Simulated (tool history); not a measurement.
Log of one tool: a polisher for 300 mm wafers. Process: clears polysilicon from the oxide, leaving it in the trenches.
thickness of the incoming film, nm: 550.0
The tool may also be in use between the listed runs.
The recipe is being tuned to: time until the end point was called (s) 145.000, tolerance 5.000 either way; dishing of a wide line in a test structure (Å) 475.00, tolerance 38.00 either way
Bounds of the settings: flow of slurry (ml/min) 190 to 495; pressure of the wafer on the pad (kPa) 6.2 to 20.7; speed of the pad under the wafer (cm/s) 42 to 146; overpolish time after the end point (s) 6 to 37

run,hour,flow of slurry (ml/min),pressure of the wafer on the pad (kPa),speed of the pad under the wafer (cm/s),overpolish time after the end point (s),time until the end point was called (s),dishing of a wide line in a test structure (Å)
1,0.0,320,13.1,94,19,64.907,548.98
2,6.9,320,11.7,90,19,76.613,530.82
3,9.9,320,11.7,90,25,75.637,564.04
4,11.1,265,11.7,90,25,78.532,549.59
5,18.6,265,9.7,90,25,93.010,559.72
6,24.4,260,9.0,88,23,102.420,501.73
7,27.2,255,8.3,86,24,113.260,497.45
8,33.3,250,7.6,86,24,122.970,508.05
9,41.4,250,7.6,86,23,122.380,495.44
10,43.8,245,7.6,86,23,123.620,467.72
11,51.9,240,7.6,86,24,124.690,492.26
12,54.7,235,7.6,86,24,123.900,504.02
13,57.5,235,6.2,80,22,162.880,425.66
14,63.9,240,6.2,80,23,162.090,423.26
15,72.8,235,6.2,80,24,159.260,428.63
16,81.0,230,6.2,80,25,161.320,441.05

Exactly one of the 5 candidate moves below puts every result within its allowed miss. Which one?
A,89.2,200,6.2,82,29,?,?
B,89.2,265,6.2,80,29,?,?
C,89.2,290,6.9,80,27,?,?
D,89.2,205,7.6,68,18,?,?
E,89.2,300,8.3,60,29,?,?

move,time until the end point was called (s),dishing of a wide line in a test structure (Å)
A,161.630,466.39
B,160.030,468.25
C,143.640,474.98
D,158.860,372.19
E,157.500,471.20
A: as far off as the last run
B: better than the last run, though not everything is in spec
C: meets every target
D: better than the last run, though not everything is in spec
E: better than the last run, though not everything is in spec
Move C is the one to make.
